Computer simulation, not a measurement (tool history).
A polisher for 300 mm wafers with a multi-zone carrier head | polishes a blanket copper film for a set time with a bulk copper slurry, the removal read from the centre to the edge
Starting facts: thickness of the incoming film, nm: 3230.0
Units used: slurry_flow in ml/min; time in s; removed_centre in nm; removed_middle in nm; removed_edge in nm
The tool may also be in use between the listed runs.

| run | hour | slurry_flow | centre_zone | middle_zone | edge_zone | slurry_solids | time | removed_centre | removed_middle | removed_edge |
|---|---|---|---|---|---|---|---|---|---|---|
| 1 | 0.0 | 265 | 1.00 | 1.00 | 1.00 | 1.00 | 71 | 567.42 | 578.88 | 542.16 |
| 2 | 8.3 | 260 | 1.00 | 0.99 | 0.98 | 0.95 | 71 | 558.99 | 558.74 | 526.77 |
| 3 | 11.7 | 255 | 1.00 | 0.98 | 0.96 | 0.90 | 71 | 556.69 | 569.39 | 522.55 |
| 4 | 14.2 | 255 | 1.00 | 1.03 | 0.96 | 0.90 | 71 | 552.67 | 577.29 | 529.13 |
| 5 | 21.3 | 220 | 1.00 | 1.03 | 0.96 | 0.90 | 71 | 547.84 | 570.81 | 511.47 |
| 6 | 23.3 | 220 | 1.00 | 1.03 | 0.91 | 0.90 | 71 | 554.63 | 572.65 | 502.26 |
| 7 | 24.6 | 215 | 1.00 | 1.01 | 0.91 | 0.85 | 71 | 539.92 | 571.77 | 496.74 |
| 8 | 31.9 | 220 | 1.01 | 0.99 | 0.92 | 0.80 | 70 | 540.69 | 533.65 | 483.87 |
| 9 | 37.7 | 215 | 1.01 | 0.98 | 0.92 | 0.80 | 70 | 528.32 | 524.96 | 489.64 |
| 10 | 43.4 | 210 | 1.01 | 0.97 | 0.91 | 0.80 | 70 | 532.85 | 518.14 | 487.30 |

Predict the results of run 11:
| 11 | 51.1 | 205 | 1.01 | 0.97 | 0.90 | 0.75 | 70 | ? | ? | ? |

{"run 11": {"removed_centre": 523.25, "removed_middle": 509.61, "removed_edge": 476.05}}

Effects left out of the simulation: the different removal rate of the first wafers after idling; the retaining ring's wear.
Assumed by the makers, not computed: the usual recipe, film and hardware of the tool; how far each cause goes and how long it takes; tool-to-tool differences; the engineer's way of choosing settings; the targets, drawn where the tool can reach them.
